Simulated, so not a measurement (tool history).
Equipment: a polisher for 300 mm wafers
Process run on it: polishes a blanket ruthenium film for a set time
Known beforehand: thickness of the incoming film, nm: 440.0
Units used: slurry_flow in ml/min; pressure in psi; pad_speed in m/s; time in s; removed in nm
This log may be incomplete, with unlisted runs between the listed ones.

run  hour  slurry_flow  pressure  pad_speed  time  removed
  1     0          215       1.9       0.84    35   25.599
  2   5.6          210       1.6       0.84    35   22.227
  3   9.3          205       1.4       0.84    35   19.953
  4  15.5          205       1.4       0.84    35   19.785
  5    18          205       1.4       1.02    35   22.949
  6  19.2          200       1.2       0.98    35    19.76
  7  22.2          190       1.1       0.96    35   18.083
  8  28.2          175         1       0.96    35   16.831
       35  -- worn pad replaced by a new one
  9    35          165         1       0.96    35   17.715
 10  43.5          190         1       0.96    35   17.847

Estimate the outcome of run 11 from the log above:
 11  48.9          175         1       0.94    35        ?

{"run 11": {"removed": 17.435}}

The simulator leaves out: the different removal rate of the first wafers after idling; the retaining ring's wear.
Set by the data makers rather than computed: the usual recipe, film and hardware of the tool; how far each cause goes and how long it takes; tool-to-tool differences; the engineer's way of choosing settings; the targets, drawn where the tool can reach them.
